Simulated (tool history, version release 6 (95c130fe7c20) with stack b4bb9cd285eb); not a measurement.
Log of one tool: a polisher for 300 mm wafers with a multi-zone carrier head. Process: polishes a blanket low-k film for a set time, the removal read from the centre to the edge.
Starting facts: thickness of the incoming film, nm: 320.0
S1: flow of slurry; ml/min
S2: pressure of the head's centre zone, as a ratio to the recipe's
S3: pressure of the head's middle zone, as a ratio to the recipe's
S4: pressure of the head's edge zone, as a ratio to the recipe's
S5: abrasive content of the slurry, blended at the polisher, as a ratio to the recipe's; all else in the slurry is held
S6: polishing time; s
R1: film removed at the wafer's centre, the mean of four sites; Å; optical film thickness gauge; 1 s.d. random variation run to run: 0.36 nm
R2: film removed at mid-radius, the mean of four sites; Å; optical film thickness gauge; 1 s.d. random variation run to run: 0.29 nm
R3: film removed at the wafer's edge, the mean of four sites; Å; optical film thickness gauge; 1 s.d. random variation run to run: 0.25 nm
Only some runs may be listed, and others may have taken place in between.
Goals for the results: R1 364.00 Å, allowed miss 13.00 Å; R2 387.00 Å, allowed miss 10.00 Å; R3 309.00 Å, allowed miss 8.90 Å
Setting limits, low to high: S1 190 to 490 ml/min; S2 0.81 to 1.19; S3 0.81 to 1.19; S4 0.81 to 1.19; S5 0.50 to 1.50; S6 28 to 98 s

{"run": 1, "day": 0.0, "S1": 315, "S2": 1.0, "S3": 1.0, "S4": 1.0, "S5": 1.0, "S6": 63, "R1": 267.39, "R2": 276.67, "R3": 265.76}
{"run": 2, "day": 0.188, "S1": 315, "S2": 1.0, "S3": 1.0, "S4": 0.92, "S5": 1.0, "S6": 63, "R1": 266.31, "R2": 280.09, "R3": 252.72}
{"run": 3, "day": 0.483, "S1": 315, "S2": 1.0, "S3": 0.92, "S4": 0.92, "S5": 1.0, "S6": 63, "R1": 270.45, "R2": 259.6, "R3": 259.37}
{"run": 4, "day": 0.55, "S1": 325, "S2": 1.03, "S3": 0.97, "S4": 0.94, "S5": 1.1, "S6": 63, "R1": 287.27, "R2": 281.36, "R3": 270.46}
{"run": 5, "day": 0.642, "S1": 330, "S2": 1.06, "S3": 1.01, "S4": 0.95, "S5": 1.15, "S6": 63, "R1": 307.51, "R2": 303.95, "R3": 275.04}
{"run": 6, "day": 0.696, "S1": 330, "S2": 1.06, "S3": 0.96, "S4": 0.95, "S5": 1.15, "S6": 63, "R1": 299.52, "R2": 289.26, "R3": 277.3}
{"run": 7, "day": 1.008, "S1": 335, "S2": 1.08, "S3": 1.01, "S4": 0.97, "S5": 1.2, "S6": 63, "R1": 321.58, "R2": 306.39, "R3": 286.1}
{"run": 8, "day": 1.133, "S1": 340, "S2": 1.08, "S3": 1.05, "S4": 0.98, "S5": 1.25, "S6": 63, "R1": 327.11, "R2": 324.4, "R3": 292.77}
{"run": 9, "day": 1.404, "S1": 345, "S2": 1.09, "S3": 1.08, "S4": 0.98, "S5": 1.3, "S6": 63, "R1": 337.83, "R2": 330.99, "R3": 300.12}

5 next moves are on the table. One of them brings every result within its allowed miss. Which?
{"run": "A", "day": 1.675, "S1": 295, "S2": 0.97, "S3": 1.19, "S4": 0.88, "S5": 1.3, "S6": 73, "R1": "?", "R2": "?", "R3": "?"}
{"run": "B", "day": 1.675, "S1": 395, "S2": 1.07, "S3": 1.18, "S4": 0.9, "S5": 1.3, "S6": 63, "R1": "?", "R2": "?", "R3": "?"}
{"run": "C", "day": 1.675, "S1": 335, "S2": 1.09, "S3": 1.15, "S4": 0.87, "S5": 1.15, "S6": 72, "R1": "?", "R2": "?", "R3": "?"}
{"run": "D", "day": 1.675, "S1": 435, "S2": 1.01, "S3": 1.13, "S4": 1.11, "S5": 1.05, "S6": 71, "R1": "?", "R2": "?", "R3": "?"}
{"run": "E", "day": 1.675, "S1": 385, "S2": 1.06, "S3": 1.03, "S4": 0.97, "S5": 1.25, "S6": 71, "R1": "?", "R2": "?", "R3": "?"}

move=A R1=338.65 R2=415.77 R3=326.10
move=B R1=332.45 R2=365.88 R3=290.41
move=C R1=362.30 R2=383.34 R3=307.49
move=D R1=325.48 R2=365.60 R3=333.03
move=E R1=364.16 R2=360.54 R3=333.80
A: takes the biggest miss from the last run beyond its target
B: nearer than the last run, and not there yet
C: every result lands within tolerance
D: nearer than the last run, and not there yet
E: nearer than the last run, and not there yet
Correct choice: C, which meets every target
